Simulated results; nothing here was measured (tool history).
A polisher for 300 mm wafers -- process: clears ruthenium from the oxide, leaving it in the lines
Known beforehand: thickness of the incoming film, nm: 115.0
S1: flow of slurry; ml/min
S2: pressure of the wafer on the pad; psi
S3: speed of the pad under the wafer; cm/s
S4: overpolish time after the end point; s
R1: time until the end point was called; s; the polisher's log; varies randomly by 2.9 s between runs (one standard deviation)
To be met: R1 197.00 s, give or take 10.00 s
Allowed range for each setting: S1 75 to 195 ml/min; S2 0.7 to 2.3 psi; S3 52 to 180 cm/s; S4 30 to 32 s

run,hour,S1,S2,S3,S4,R1
1,0.0,125,1.5,116,30,116.44
2,8.3,125,1.3,114,30,134.41
3,9.2,100,1.3,114,30,146.48
4,12.4,95,1.2,114,30,154.24
5,17.1,110,1.2,114,30,152.09
6,20.9,130,1.2,114,30,145.23
7,26.7,125,1.1,114,30,154.50
# hour 34.3: slurry nozzle cleaned
8,34.3,120,1.0,114,30,167.34
9,36.0,115,1.0,114,30,169.24

Pick the move, out of 4, that brings all results within their allowed miss; only one does.
A,37.7,95,1.1,108,30,?
B,37.7,105,1.1,90,30,?
C,37.7,120,1.2,114,31,?
D,37.7,115,1.0,124,32,?

move,R1
A,172.50
B,200.57
C,142.46
D,157.84
A: gains on the last run, yet a result remains outside its allowed miss
B: meets every target
C: further off than the last run
D: further off than the last run
Move B is the one to make.
